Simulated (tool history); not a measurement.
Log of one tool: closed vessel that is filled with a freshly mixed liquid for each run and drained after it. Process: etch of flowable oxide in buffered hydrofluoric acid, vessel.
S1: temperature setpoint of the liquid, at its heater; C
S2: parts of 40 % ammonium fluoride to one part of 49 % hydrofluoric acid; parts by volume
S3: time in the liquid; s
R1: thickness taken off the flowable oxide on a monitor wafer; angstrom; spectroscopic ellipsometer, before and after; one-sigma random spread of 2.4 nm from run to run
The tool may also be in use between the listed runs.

run 1 hour=0 | S1=22 S2=8 S3=90 | R1=3896.6
run 2 hour=9 | S1=22 S2=8 S3=95 | R1=4088.9
run 3 hour=12 | S1=22 S2=8 S3=90 | R1=3910.7
run 4 hour=16.2 | S1=21.5 S2=8 S3=90 | R1=3771.4
run 5 hour=24.1 | S1=21 S2=8 S3=90 | R1=3665.3
run 6 hour=30.7 | S1=20.5 S2=8 S3=90 | R1=3569.8
run 7 hour=38.5 | S1=20 S2=8 S3=90 | R1=3432.3

Run 8, settings as shown, results not yet in. Your forecast:
run 8 hour=44.3 | S1=19 S2=8 S3=90 | R1=?

{"run 8": {"R1": 3282.8}}

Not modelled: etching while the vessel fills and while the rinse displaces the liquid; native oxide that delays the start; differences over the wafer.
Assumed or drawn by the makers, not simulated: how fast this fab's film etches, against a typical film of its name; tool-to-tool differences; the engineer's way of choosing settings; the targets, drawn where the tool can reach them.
